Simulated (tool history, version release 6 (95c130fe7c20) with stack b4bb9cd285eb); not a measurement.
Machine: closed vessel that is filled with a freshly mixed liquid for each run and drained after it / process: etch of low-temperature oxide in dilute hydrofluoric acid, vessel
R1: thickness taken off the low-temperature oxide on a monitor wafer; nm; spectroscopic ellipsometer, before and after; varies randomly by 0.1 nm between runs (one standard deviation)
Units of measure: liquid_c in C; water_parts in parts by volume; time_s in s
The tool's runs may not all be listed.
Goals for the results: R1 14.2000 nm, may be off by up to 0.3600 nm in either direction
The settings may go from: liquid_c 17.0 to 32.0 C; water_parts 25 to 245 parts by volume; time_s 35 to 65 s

Run 1, day 0.000: liquid_c 24.0 C, water_parts 135 parts by volume, time_s 65 s. Result: R1 8.3587 nm.
Run 2, day 0.162: liquid_c 24.0 C, water_parts 180 parts by volume, time_s 65 s. Result: R1 5.8807 nm.
Run 3, day 0.508: liquid_c 25.5 C, water_parts 165 parts by volume, time_s 65 s. Result: R1 6.8967 nm.
Run 4, day 0.738: liquid_c 25.5 C, water_parts 165 parts by volume, time_s 65 s. Result: R1 6.9681 nm.
Run 5, day 0.879: liquid_c 25.5 C, water_parts 140 parts by volume, time_s 65 s. Result: R1 8.5329 nm.
Run 6, day 0.933: liquid_c 26.5 C, water_parts 135 parts by volume, time_s 65 s. Result: R1 9.1815 nm.
Run 7, day 1.021: liquid_c 27.5 C, water_parts 130 parts by volume, time_s 65 s. Result: R1 9.9386 nm.
Run 8, day 1.142: liquid_c 31.5 C, water_parts 100 parts by volume, time_s 65 s. Result: R1 15.5560 nm.

Next run, 4 choices. One meets every target within its allowed miss, the rest don't. Which?
Run A, day 1.262: liquid_c 31.0 C, water_parts 90 parts by volume, time_s 65 s. Result: R1 ?.
Run B, day 1.262: liquid_c 32.0 C, water_parts 105 parts by volume, time_s 65 s. Result: R1 ?.
Run C, day 1.262: liquid_c 32.0 C, water_parts 110 parts by volume, time_s 65 s. Result: R1 ?.
Run D, day 1.262: liquid_c 32.0 C, water_parts 90 parts by volume, time_s 65 s. Result: R1 ?.

move       R1
   A  17.1330
   B  14.9080
   C  14.1270
   D  17.7850
A: further off than the last run
B: closes in on the targets versus the last run, not all within tolerance yet
C: meets every target
D: further off than the last run
Answer: C
